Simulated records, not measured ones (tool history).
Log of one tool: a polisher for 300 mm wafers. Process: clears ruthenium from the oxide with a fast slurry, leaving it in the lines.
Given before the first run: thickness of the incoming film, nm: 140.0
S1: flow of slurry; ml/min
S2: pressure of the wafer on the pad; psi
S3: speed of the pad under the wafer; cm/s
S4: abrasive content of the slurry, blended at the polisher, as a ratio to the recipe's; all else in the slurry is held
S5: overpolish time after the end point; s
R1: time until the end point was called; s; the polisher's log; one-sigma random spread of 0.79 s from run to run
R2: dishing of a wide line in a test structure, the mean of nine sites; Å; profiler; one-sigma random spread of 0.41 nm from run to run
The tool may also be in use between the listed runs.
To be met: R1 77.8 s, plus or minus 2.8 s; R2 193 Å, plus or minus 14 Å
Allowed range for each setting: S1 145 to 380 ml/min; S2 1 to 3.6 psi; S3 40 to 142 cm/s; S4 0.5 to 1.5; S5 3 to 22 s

run,day,S1,S2,S3,S4,S5,R1,R2
1,0,245,2.3,90,1,11,48.381,275.19
2,0.138,245,2.3,90,1.1,11,47.224,282.7
3,0.375,245,1.9,90,1.1,11,56.749,252.76
4,0.708,245,1.7,90,1.1,11,63.094,227.05
5,1.012,245,1.6,90,1.1,11,65.762,211.78
6,1.225,245,2.1,90,1.1,11,51.8,260.09
7,1.575,245,1.8,90,1.1,11,57.998,232.27
8,1.767,245,1.6,90,1.1,11,64.788,206.35
9,1.804,245,1.5,90,1.1,12,69.16,215.82
10,1.954,245,1.4,90,1.1,12,73.734,201.72

Which of these 4 next moves meets every target?
A,2.104,200,1.5,78,1.15,15,?,?
B,2.104,245,1.4,90,1.15,12,?,?
C,2.104,235,1.4,94,1.1,12,?,?
D,2.104,370,1.5,70,1.35,12,?,?

move,R1,R2
A,78.195,229.21
B,71.103,202.91
C,69.839,206.41
D,77.223,187.5
A: the furthest-off result lands on target, but another misses its tolerance
B: misses by more than the last run did
C: misses by more than the last run did
D: every result lands within tolerance
The move that meets every target is D.
